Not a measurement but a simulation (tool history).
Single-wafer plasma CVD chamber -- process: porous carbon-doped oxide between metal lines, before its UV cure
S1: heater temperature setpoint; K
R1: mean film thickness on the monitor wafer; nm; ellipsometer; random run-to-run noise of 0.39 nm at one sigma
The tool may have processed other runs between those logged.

{"run": 1, "hour": 0.0, "S1": 583.15, "RF power (W)": 490, "deposition time (s)": 16.0, "R1": 80.5}
{"run": 2, "hour": 6.3, "S1": 589.15, "RF power (W)": 490, "deposition time (s)": 16.0, "R1": 78.372}
{"run": 3, "hour": 11.3, "S1": 590.15, "RF power (W)": 480, "deposition time (s)": 16.0, "R1": 75.998}
{"run": 4, "hour": 18.0, "S1": 590.15, "RF power (W)": 545, "deposition time (s)": 16.0, "R1": 80.93}
{"run": 5, "hour": 23.5, "S1": 590.15, "RF power (W)": 545, "deposition time (s)": 16.0, "R1": 81.08}
{"run": 6, "hour": 29.3, "S1": 592.15, "RF power (W)": 535, "deposition time (s)": 15.9, "R1": 78.51}

What does the tool deliver on the next run?
{"run": 7, "hour": 38.0, "S1": 594.15, "RF power (W)": 530, "deposition time (s)": 15.9, "R1": "?"}

{"run 7": {"R1": 77.652}}
